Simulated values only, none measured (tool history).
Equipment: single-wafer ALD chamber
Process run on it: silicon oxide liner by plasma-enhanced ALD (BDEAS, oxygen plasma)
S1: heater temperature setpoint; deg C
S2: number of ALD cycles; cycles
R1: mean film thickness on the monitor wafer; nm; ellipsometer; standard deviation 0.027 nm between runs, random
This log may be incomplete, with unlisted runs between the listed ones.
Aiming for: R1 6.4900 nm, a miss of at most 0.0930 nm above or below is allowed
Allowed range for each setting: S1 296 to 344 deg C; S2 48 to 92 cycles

run 1 hour=0.0 | S1=320 S2=70 | R1=6.0765
run 2 hour=2.8 | S1=320 S2=64 | R1=5.6002
run 3 hour=8.6 | S1=319 S2=66 | R1=5.7216
run 4 hour=12.8 | S1=319 S2=67 | R1=5.8245
run 5 hour=18.0 | S1=319 S2=57 | R1=4.9533
run 6 hour=26.6 | S1=319 S2=60 | R1=5.2339
run 7 hour=31.8 | S1=314 S2=71 | R1=6.2059
run 8 hour=40.0 | S1=314 S2=73 | R1=6.3908

4 next moves are on the table. One of them brings every result within its allowed miss. Which?
run A hour=48.2 | S1=312 S2=74 | R1=?
run B hour=48.2 | S1=329 S2=73 | R1=?
run C hour=48.2 | S1=317 S2=72 | R1=?
run D hour=48.2 | S1=306 S2=71 | R1=?

move=A R1=6.4985
move=B R1=6.2617
move=C R1=6.2797
move=D R1=6.2862
A: hits every target within its allowed miss
B: misses by more than the last run did
C: misses by more than the last run did
D: misses by more than the last run did
A meets every target.

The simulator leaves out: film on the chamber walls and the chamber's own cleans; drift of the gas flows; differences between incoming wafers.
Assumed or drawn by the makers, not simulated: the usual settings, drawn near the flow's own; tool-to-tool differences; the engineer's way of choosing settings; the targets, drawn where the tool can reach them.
